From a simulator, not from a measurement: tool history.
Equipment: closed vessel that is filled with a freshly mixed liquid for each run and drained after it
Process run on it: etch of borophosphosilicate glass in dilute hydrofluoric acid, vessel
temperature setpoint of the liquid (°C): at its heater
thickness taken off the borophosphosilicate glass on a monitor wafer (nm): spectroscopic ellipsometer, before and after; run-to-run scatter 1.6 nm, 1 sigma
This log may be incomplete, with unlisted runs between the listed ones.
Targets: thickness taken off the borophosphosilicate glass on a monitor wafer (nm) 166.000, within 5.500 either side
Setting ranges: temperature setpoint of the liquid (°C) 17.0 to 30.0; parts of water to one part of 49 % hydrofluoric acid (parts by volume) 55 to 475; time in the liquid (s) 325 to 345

run  hour  temperature setpoint of the liquid (°C)  parts of water to one part of 49 % hydrofluoric acid (parts by volume)  time in the liquid (s)  thickness taken off the borophosphosilicate glass on a monitor wafer (nm)
  1   0.0                                     22.0                                                                     265                     325                                                                     67.657
  2   6.1                                     22.0                                                                     265                     345                                                                     72.080
  3   8.0                                     23.0                                                                     245                     345                                                                     83.466
  4  11.8                                     24.0                                                                     230                     345                                                                     94.556
  5  19.4                                     24.0                                                                     265                     345                                                                     77.872
  6  26.0                                     24.0                                                                     215                     345                                                                    101.340
  7  27.2                                     25.0                                                                     205                     345                                                                    111.480
  8  33.3                                     25.5                                                                     200                     345                                                                    114.130
  9  35.6                                     26.0                                                                     190                     345                                                                    126.880
     43.2  -- thermometer replaced
 10  43.2                                     26.5                                                                     185                     345                                                                    127.970
 11  44.3                                     27.0                                                                     180                     345                                                                    134.360
 12  50.3                                     27.5                                                                     175                     345                                                                    136.990
 13  56.0                                     28.0                                                                     170                     345                                                                    146.790
 14  56.8                                     28.5                                                                     170                     345                                                                    149.880

Consider the 5 candidate settings below. Which is the only one whose results all fall within their allowed miss of target?
  A  57.6                                     26.0                                                                     140                     330                                                                          ?
  B  57.6                                     28.0                                                                     185                     335                                                                          ?
  C  57.6                                     28.0                                                                     185                     340                                                                          ?
  D  57.6                                     27.5                                                                     175                     340                                                                          ?
  E  57.6                                     28.0                                                                     175                     345                                                                          ?

move  thickness taken off the borophosphosilicate glass on a monitor wafer (nm)
   A                                                                    163.750
   B                                                                    128.240
   C                                                                    130.150
   D                                                                    136.770
   E                                                                    141.310
A: in spec on every target
B: lands further from the targets than the last run did
C: lands further from the targets than the last run did
D: lands further from the targets than the last run did
E: lands further from the targets than the last run did
A is the move that brings every result within its allowed miss.
